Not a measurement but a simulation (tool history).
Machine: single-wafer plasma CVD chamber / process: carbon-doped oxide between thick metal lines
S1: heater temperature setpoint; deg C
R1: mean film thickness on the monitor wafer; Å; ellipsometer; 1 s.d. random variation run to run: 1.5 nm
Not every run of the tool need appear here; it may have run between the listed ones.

Run 1, hour 0.0: S1 355 deg C, chamber pressure (Torr) 3.62, RF power (kW) 0.465, deposition time (s) 111.0. Result: R1 5016.6 Å.
Run 2, hour 8.5: S1 358 deg C, chamber pressure (Torr) 3.37, RF power (kW) 0.450, deposition time (s) 111.0. Result: R1 4841.7 Å.
Run 3, hour 12.6: S1 358 deg C, chamber pressure (Torr) 3.37, RF power (kW) 0.450, deposition time (s) 114.4. Result: R1 4997.8 Å.
Run 4, hour 16.5: S1 360 deg C, chamber pressure (Torr) 3.15, RF power (kW) 0.435, deposition time (s) 114.3. Result: R1 4774.2 Å.
Run 5, hour 18.5: S1 362 deg C, chamber pressure (Torr) 2.98, RF power (kW) 0.430, deposition time (s) 114.3. Result: R1 4711.4 Å.
Run 6, hour 22.7: S1 362 deg C, chamber pressure (Torr) 3.43, RF power (kW) 0.430, deposition time (s) 114.3. Result: R1 4759.4 Å.
At hour 25.4: capacitance manometer re-zeroed and calibrated.
Run 7, hour 25.4: S1 365 deg C, chamber pressure (Torr) 3.33, RF power (kW) 0.425, deposition time (s) 114.3. Result: R1 4659.6 Å.
Run 8, hour 32.4: S1 367 deg C, chamber pressure (Torr) 3.26, RF power (kW) 0.425, deposition time (s) 114.3. Result: R1 4628.0 Å.
Run 9, hour 34.5: S1 369 deg C, chamber pressure (Torr) 3.18, RF power (kW) 0.425, deposition time (s) 114.3. Result: R1 4615.2 Å.
Run 10, hour 40.6: S1 370 deg C, chamber pressure (Torr) 3.10, RF power (kW) 0.420, deposition time (s) 114.3. Result: R1 4539.8 Å.
Run 11, hour 45.3: S1 371 deg C, chamber pressure (Torr) 3.05, RF power (kW) 0.420, deposition time (s) 114.3. Result: R1 4508.9 Å.
Run 12, hour 53.4: S1 372 deg C, chamber pressure (Torr) 3.01, RF power (kW) 0.420, deposition time (s) 114.3. Result: R1 4494.2 Å.
Run 13, hour 57.1: S1 373 deg C, chamber pressure (Torr) 2.98, RF power (kW) 0.420, deposition time (s) 114.3. Result: R1 4471.1 Å.

Predict the results of run 14:
Run 14, hour 63.1: S1 374 deg C, chamber pressure (Torr) 2.96, RF power (kW) 0.420, deposition time (s) 114.3. Result: R1 ?.

Run 14 came out at R1 4483.5 Å.
